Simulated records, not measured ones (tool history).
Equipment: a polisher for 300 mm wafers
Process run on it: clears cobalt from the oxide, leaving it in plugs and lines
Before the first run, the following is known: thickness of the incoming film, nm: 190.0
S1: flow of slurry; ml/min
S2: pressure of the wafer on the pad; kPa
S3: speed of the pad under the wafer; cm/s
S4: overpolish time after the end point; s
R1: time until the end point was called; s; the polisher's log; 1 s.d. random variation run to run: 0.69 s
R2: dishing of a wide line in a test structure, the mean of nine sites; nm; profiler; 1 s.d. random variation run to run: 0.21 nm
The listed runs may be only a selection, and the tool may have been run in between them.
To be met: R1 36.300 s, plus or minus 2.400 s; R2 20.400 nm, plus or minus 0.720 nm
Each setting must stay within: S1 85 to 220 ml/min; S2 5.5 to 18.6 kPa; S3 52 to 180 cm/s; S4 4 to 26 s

{"run": 1, "day": 0.0, "S1": 140, "S2": 11.7, "S3": 116, "S4": 13, "R1": 33.229, "R2": 30.181}
{"run": 2, "day": 0.279, "S1": 140, "S2": 11.7, "S3": 144, "S4": 13, "R1": 28.128, "R2": 32.019}
{"run": 3, "day": 0.642, "S1": 140, "S2": 13.8, "S3": 144, "S4": 13, "R1": 24.748, "R2": 32.204}
{"run": 4, "day": 0.704, "S1": 130, "S2": 14.5, "S3": 128, "S4": 11, "R1": 25.375, "R2": 31.374}
{"run": 5, "day": 0.967, "S1": 145, "S2": 13.1, "S3": 128, "S4": 10, "R1": 27.172, "R2": 29.648}
{"run": 6, "day": 1.262, "S1": 160, "S2": 13.1, "S3": 114, "S4": 9, "R1": 29.485, "R2": 27.756}
{"run": 7, "day": 1.6, "S1": 200, "S2": 13.8, "S3": 82, "S4": 4, "R1": 36.322, "R2": 15.762}
{"run": 8, "day": 1.883, "S1": 160, "S2": 14.5, "S3": 86, "S4": 5, "R1": 33.865, "R2": 19.348}

Consider the 5 candidate settings below. Which is the only one whose results all fall within their allowed miss of target?
{"run": "A", "day": 2.167, "S1": 180, "S2": 16.5, "S3": 90, "S4": 4, "R1": "?", "R2": "?"}
{"run": "B", "day": 2.167, "S1": 165, "S2": 15.2, "S3": 72, "S4": 6, "R1": "?", "R2": "?"}
{"run": "C", "day": 2.167, "S1": 155, "S2": 15.2, "S3": 94, "S4": 6, "R1": "?", "R2": "?"}
{"run": "D", "day": 2.167, "S1": 140, "S2": 11.7, "S3": 104, "S4": 7, "R1": "?", "R2": "?"}
{"run": "E", "day": 2.167, "S1": 140, "S2": 15.9, "S3": 84, "S4": 6, "R1": "?", "R2": "?"}

move=A R1=27.834 R2=18.638
move=B R1=35.690 R2=20.652
move=C R1=29.860 R2=22.927
move=D R1=36.053 R2=22.511
move=E R1=31.332 R2=22.311
A: misses by more than the last run did
B: every result lands within tolerance
C: moves the result that the last run missed by most past its target, out the other side
D: moves the result that the last run missed by most past its target, out the other side
E: moves the result that the last run missed by most past its target, out the other side
Move B is the one to make.
